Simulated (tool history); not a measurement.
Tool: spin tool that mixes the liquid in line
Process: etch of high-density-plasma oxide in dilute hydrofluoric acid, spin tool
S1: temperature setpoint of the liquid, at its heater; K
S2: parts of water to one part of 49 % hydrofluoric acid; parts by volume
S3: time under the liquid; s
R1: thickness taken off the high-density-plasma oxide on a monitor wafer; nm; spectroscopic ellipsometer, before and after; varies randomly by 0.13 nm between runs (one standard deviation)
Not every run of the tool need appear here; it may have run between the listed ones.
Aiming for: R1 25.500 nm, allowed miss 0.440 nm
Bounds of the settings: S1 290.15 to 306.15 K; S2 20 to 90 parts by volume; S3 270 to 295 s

Run 1, hour 0.0: S1 298.15 K, S2 50 parts by volume, S3 270 s. Result: R1 33.036 nm.
Run 2, hour 7.0: S1 300.15 K, S2 50 parts by volume, S3 270 s. Result: R1 35.821 nm.
Run 3, hour 10.4: S1 300.15 K, S2 35 parts by volume, S3 270 s. Result: R1 52.402 nm.
Run 4, hour 15.7: S1 298.15 K, S2 35 parts by volume, S3 270 s. Result: R1 48.170 nm.
Run 5, hour 23.3: S1 296.65 K, S2 40 parts by volume, S3 270 s. Result: R1 39.662 nm.
Run 6, hour 31.0: S1 296.65 K, S2 40 parts by volume, S3 295 s. Result: R1 43.542 nm.
Run 7, hour 38.6: S1 295.15 K, S2 40 parts by volume, S3 295 s. Result: R1 40.675 nm.
Run 8, hour 44.2: S1 295.15 K, S2 40 parts by volume, S3 295 s. Result: R1 40.523 nm.
Run 9, hour 48.6: S1 291.15 K, S2 55 parts by volume, S3 295 s. Result: R1 24.576 nm.

Which one of the following 4 next-run settings gets every result inside its allowed miss? There is exactly one.
Run A, hour 53.0: S1 291.15 K, S2 50 parts by volume, S3 280 s. Result: R1 ?.
Run B, hour 53.0: S1 293.65 K, S2 60 parts by volume, S3 290 s. Result: R1 ?.
Run C, hour 53.0: S1 290.15 K, S2 50 parts by volume, S3 280 s. Result: R1 ?.
Run D, hour 53.0: S1 291.65 K, S2 55 parts by volume, S3 290 s. Result: R1 ?.

move      R1
   A  25.802
   B  24.483
   C  24.709
   D  24.680
A: each result inside its tolerance
B: lands further from the targets than the last run did
C: gains on the last run, yet a result remains outside its allowed miss
D: gains on the last run, yet a result remains outside its allowed miss
The right move is A.
